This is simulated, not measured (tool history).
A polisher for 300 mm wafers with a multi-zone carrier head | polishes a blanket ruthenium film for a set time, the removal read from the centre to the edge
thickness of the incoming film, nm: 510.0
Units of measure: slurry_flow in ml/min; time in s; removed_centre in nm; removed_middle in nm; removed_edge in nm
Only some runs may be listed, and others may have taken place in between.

Run 1, hour 0.0: slurry_flow 165 ml/min, centre_zone 1.00, middle_zone 1.00, edge_zone 1.00, time 34 s. Result: removed_centre 41.056 nm, removed_middle 42.242 nm, removed_edge 42.522 nm.
Run 2, hour 1.4: slurry_flow 165 ml/min, centre_zone 1.00, middle_zone 1.00, edge_zone 1.00, time 26 s. Result: removed_centre 31.562 nm, removed_middle 32.433 nm, removed_edge 32.440 nm.
Run 3, hour 5.9: slurry_flow 160 ml/min, centre_zone 0.99, middle_zone 1.00, edge_zone 0.97, time 26 s. Result: removed_centre 31.105 nm, removed_middle 31.743 nm, removed_edge 32.018 nm.
Run 4, hour 13.2: slurry_flow 160 ml/min, centre_zone 0.99, middle_zone 1.00, edge_zone 1.01, time 26 s. Result: removed_centre 30.765 nm, removed_middle 30.974 nm, removed_edge 31.697 nm.
Run 5, hour 18.0: slurry_flow 160 ml/min, centre_zone 0.99, middle_zone 1.00, edge_zone 1.07, time 26 s. Result: removed_centre 31.002 nm, removed_middle 32.305 nm, removed_edge 32.602 nm.
Run 6, hour 23.4: slurry_flow 160 ml/min, centre_zone 1.05, middle_zone 1.00, edge_zone 1.07, time 26 s. Result: removed_centre 32.999 nm, removed_middle 32.101 nm, removed_edge 32.945 nm.
Run 7, hour 24.8: slurry_flow 130 ml/min, centre_zone 0.95, middle_zone 1.01, edge_zone 0.97, time 23 s. Result: removed_centre 25.142 nm, removed_middle 27.284 nm, removed_edge 27.410 nm.
Run 8, hour 31.7: slurry_flow 130 ml/min, centre_zone 0.95, middle_zone 1.01, edge_zone 0.97, time 23 s. Result: removed_centre 24.516 nm, removed_middle 27.496 nm, removed_edge 27.048 nm.
At hour 36.3: slurry nozzle cleaned.
Run 9, hour 36.3: slurry_flow 180 ml/min, centre_zone 1.02, middle_zone 1.05, edge_zone 0.92, time 23 s. Result: removed_centre 30.178 nm, removed_middle 31.825 nm, removed_edge 28.989 nm.

The next listed run, before its measurement:
Run 10, hour 38.3: slurry_flow 175 ml/min, centre_zone 1.02, middle_zone 1.05, edge_zone 0.92, time 23 s. Result: removed_centre ?, removed_middle ?, removed_edge ?.

Run 10 came out at removed_centre 30.180 nm, removed_middle 32.090 nm, removed_edge 28.637 nm.
